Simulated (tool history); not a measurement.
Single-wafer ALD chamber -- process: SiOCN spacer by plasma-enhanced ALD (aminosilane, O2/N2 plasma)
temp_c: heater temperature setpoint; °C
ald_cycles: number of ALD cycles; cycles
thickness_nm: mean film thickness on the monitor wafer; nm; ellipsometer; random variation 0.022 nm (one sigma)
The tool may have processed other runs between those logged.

run  hour  temp_c  ald_cycles  thickness_nm
  1   0.0     395          88        5.2731
  2   6.5     395          90        5.4064
  3   8.6     395          91        5.4605
  4  14.4     395          92        5.5034
  5  20.1     395          93        5.5814
  6  22.5     399          93        5.5003
  7  30.3     397          93        5.5465

What will run 8 give?
  8  34.1     395          93             ?

{"run 8": {"thickness_nm": 5.6173}}
